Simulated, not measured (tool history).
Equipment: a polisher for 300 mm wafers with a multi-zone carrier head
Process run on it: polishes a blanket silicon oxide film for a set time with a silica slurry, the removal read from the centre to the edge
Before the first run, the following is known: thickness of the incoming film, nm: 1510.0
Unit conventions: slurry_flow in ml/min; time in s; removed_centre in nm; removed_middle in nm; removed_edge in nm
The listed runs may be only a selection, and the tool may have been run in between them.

run,hour,slurry_flow,centre_zone,middle_zone,edge_zone,slurry_solids,time,removed_centre,removed_middle,removed_edge
1,0.0,275,1.00,1.00,1.00,1.00,68,314.78,324.53,325.07
2,4.7,280,1.00,1.03,1.03,1.05,68,313.31,336.84,339.99
3,8.2,280,1.00,1.03,1.03,1.05,53,249.84,262.67,259.20
4,12.4,280,1.00,1.03,1.03,1.05,45,207.99,221.19,222.33
5,16.2,285,1.01,1.06,1.05,1.15,49,239.35,262.97,252.44
6,23.4,225,1.01,1.06,1.05,1.15,49,236.08,256.34,251.93
7,25.8,220,1.02,1.07,1.07,1.25,53,269.61,288.08,283.38
8,32.5,220,1.02,1.08,1.09,1.30,56,290.62,315.85,309.33
9,38.7,220,1.02,1.09,1.10,1.35,58,292.97,331.65,330.29

Run 10 comes next. What will it give?
10,41.1,220,1.02,1.09,1.10,1.35,58,?,?,?

removed_centre: 302.49 nm
removed_middle: 336.72 nm
removed_edge: 326.98 nm
